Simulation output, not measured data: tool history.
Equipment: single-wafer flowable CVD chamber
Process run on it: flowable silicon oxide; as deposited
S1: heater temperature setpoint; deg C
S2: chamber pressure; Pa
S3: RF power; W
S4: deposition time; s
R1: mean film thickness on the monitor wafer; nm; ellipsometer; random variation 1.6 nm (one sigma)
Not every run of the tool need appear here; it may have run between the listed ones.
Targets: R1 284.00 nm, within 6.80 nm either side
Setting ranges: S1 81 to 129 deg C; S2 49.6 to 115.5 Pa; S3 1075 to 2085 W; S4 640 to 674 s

run  hour   S1    S2    S3   S4      R1
  1   0.0  105  82.5  1580  674  231.22
  2   0.7  105  88.0  1580  674  246.34
  3   3.0  105  88.0  1460  674  241.20
  4   4.4  103  88.0  1460  674  253.58
  5  11.6  103  88.0  1460  640  242.26
     17.3  -- RF generator calibrated
  6  17.3  103  88.0  1265  640  236.45
  7  20.8  101  88.0  1265  640  253.08
  8  23.6  101  88.0  1265  640  253.04
  9  30.3  100  88.0  1265  640  263.30
 10  38.5   99  88.0  1265  640  273.63
 11  47.1   99  88.0  1265  640  268.73

4 next moves are on the table. One of them brings every result within its allowed miss. Which?
  A  55.7  101  89.1  1340  640   ?
  B  55.7  103  85.1  1490  659   ?
  C  55.7   98  79.9  1150  645   ?
  D  55.7  100  91.3  1430  640   ?

move      R1
   A  261.75
   B  249.14
   C  249.60
   D  282.28
A: further off than the last run
B: further off than the last run
C: further off than the last run
D: every result within its allowed miss
The move that meets every target is D.
